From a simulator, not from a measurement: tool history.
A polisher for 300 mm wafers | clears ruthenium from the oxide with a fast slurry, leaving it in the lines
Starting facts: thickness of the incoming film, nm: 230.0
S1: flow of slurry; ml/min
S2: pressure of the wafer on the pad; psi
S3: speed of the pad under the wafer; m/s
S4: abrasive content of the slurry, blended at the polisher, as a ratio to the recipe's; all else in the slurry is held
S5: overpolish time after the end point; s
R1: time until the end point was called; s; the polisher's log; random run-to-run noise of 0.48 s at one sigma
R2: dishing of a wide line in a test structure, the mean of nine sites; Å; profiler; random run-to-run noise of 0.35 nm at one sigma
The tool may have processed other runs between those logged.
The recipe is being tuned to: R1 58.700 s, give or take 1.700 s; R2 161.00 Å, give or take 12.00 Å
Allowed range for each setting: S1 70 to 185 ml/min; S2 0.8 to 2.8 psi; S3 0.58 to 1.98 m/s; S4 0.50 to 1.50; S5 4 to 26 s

run	hour	S1	S2	S3	S4	S5	R1	R2
1	0.0	120	1.8	1.28	1.00	13	85.500	286.22
2	5.4	145	1.8	1.28	1.00	13	81.785	296.34
3	9.6	150	1.9	1.28	1.00	11	76.659	262.17
4	12.1	150	1.9	1.28	0.90	11	80.824	253.69
5	16.3	150	1.9	1.46	0.90	11	71.402	283.29
6	24.1	150	1.7	1.46	0.90	11	80.935	251.38
7	26.5	155	1.8	1.48	0.90	10	75.154	244.74
8	29.2	160	1.8	1.50	0.90	9	73.231	230.87
9	37.7	185	2.1	1.52	0.85	4	63.588	123.90
10	43.1	160	2.3	1.54	0.85	6	58.889	203.08
11	43.7	165	2.3	1.54	0.85	6	57.722	194.88
# hour 48.8: slurry blender recalibrated
12	48.8	170	2.3	1.54	0.85	6	50.717	217.40
13	54.2	170	2.3	1.54	0.85	5	51.250	184.48
14	62.6	165	2.2	1.54	0.85	5	53.434	184.06
15	64.8	160	2.0	1.52	0.85	4	59.669	131.32
16	72.8	160	2.0	1.52	0.85	4	59.137	126.70
17	74.7	160	2.0	1.52	0.85	8	59.674	254.59
18	81.4	160	2.0	1.52	0.85	7	58.798	217.40
19	83.8	160	2.0	1.52	0.85	6	58.944	194.44
20	88.0	160	2.0	1.52	0.85	4	58.924	126.03

5 next moves are on the table. One of them brings every result within its allowed miss. Which?
A	92.2	155	1.8	1.84	0.75	4	?	?
B	92.2	185	2.0	1.58	0.75	5	?	?
C	92.2	160	2.1	1.22	1.00	7	?	?
D	92.2	105	2.5	1.18	1.05	4	?	?
E	92.2	170	2.1	1.32	0.90	6	?	?

move	R1	R2
A	58.715	131.02
B	59.243	161.16
C	63.827	207.12
D	58.600	131.27
E	61.763	184.47
A: better than the last run, though not everything is in spec
B: every result lands within tolerance
C: pushes the last run's worst result past its target
D: better than the last run, though not everything is in spec
E: pushes the last run's worst result past its target
So the answer is move B, the one that meets all the targets.

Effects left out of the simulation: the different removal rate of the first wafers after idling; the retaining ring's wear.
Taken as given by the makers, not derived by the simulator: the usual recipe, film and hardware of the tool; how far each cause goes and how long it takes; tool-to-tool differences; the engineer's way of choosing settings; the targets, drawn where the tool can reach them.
